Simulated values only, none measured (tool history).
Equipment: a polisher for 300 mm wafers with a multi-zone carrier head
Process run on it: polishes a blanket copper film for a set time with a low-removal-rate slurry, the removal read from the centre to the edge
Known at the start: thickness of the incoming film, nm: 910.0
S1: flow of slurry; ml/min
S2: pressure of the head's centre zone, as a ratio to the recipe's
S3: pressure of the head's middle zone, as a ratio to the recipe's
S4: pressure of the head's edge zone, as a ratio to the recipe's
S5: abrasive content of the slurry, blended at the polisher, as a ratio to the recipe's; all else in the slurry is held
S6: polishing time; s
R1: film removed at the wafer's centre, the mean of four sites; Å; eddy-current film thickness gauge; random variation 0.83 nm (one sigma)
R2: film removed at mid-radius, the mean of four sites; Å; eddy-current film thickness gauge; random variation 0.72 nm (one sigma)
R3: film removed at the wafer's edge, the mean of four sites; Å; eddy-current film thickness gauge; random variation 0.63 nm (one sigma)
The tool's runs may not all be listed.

| run | day | S1 | S2 | S3 | S4 | S5 | S6 | R1 | R2 | R3 |
|---|---|---|---|---|---|---|---|---|---|---|
| 1 | 0.000 | 170 | 1.00 | 1.00 | 1.00 | 1.00 | 40 | 870.38 | 858.43 | 884.07 |
| 2 | 0.083 | 140 | 1.00 | 1.00 | 1.00 | 1.00 | 40 | 831.33 | 820.15 | 857.79 |
| 3 | 0.262 | 135 | 0.99 | 0.98 | 0.98 | 0.90 | 39 | 775.50 | 775.02 | 804.39 |
| 4 | 0.621 | 130 | 0.99 | 0.95 | 0.97 | 0.80 | 38 | 722.25 | 718.48 | 769.12 |
| 5 | 0.938 | 130 | 0.99 | 0.95 | 0.97 | 0.80 | 43 | 812.05 | 806.75 | 868.62 |
| 6 | 1.167 | 130 | 1.00 | 0.94 | 0.95 | 0.75 | 41 | 793.40 | 749.80 | 806.50 |
| 7 | 1.258 | 130 | 0.99 | 0.93 | 0.93 | 0.70 | 40 | 748.87 | 698.53 | 752.03 |
| 8 | 1.429 | 130 | 0.97 | 0.92 | 0.91 | 0.65 | 40 | 738.73 | 698.29 | 738.53 |
| 9 | 1.554 | 125 | 0.96 | 0.90 | 0.90 | 0.60 | 40 | 685.23 | 658.26 | 723.32 |
| 10 | 1.742 | 125 | 0.96 | 0.89 | 0.89 | 0.60 | 40 | 683.74 | 653.28 | 721.90 |
| 11 | 2.100 | 125 | 0.96 | 0.89 | 0.88 | 0.60 | 40 | 702.71 | 685.81 | 719.06 |
| 12 | 2.317 | 125 | 0.96 | 0.88 | 0.88 | 0.60 | 39 | 670.19 | 638.90 | 692.90 |
| 13 | 2.667 | 125 | 0.96 | 0.87 | 0.87 | 0.60 | 39 | 651.52 | 634.62 | 681.65 |
| 14 | 2.817 | 125 | 0.96 | 0.86 | 0.86 | 0.60 | 39 | 676.98 | 635.19 | 693.42 |

Forecast run 15:
| 15 | 3.158 | 125 | 0.96 | 0.86 | 0.85 | 0.60 | 39 | ? | ? | ? |

R1: 666.15 Å
R2: 641.02 Å
R3: 690.03 Å
